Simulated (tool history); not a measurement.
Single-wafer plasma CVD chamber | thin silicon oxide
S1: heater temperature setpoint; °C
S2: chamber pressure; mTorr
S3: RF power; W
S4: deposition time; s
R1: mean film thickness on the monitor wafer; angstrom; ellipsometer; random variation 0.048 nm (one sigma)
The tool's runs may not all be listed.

{"run": 1, "hour": 0.0, "S1": 420, "S2": 1020, "S3": 240, "S4": 4.43, "R1": 83.578}
{"run": 2, "hour": 5.5, "S1": 420, "S2": 1020, "S3": 260, "S4": 4.43, "R1": 86.248}
{"run": 3, "hour": 13.5, "S1": 420, "S2": 1050, "S3": 260, "S4": 4.43, "R1": 88.863}
{"run": 4, "hour": 20.5, "S1": 420, "S2": 1050, "S3": 260, "S4": 4.57, "R1": 92.291}
{"run": 5, "hour": 22.1, "S1": 425, "S2": 1050, "S3": 260, "S4": 4.57, "R1": 91.332}
{"run": 6, "hour": 29.4, "S1": 425, "S2": 1180, "S3": 260, "S4": 4.57, "R1": 100.59}

Run 7, settings as shown, results not yet in. Your forecast:
{"run": 7, "hour": 33.5, "S1": 425, "S2": 1190, "S3": 260, "S4": 4.57, "R1": "?"}

R1: 101.01 angstrom
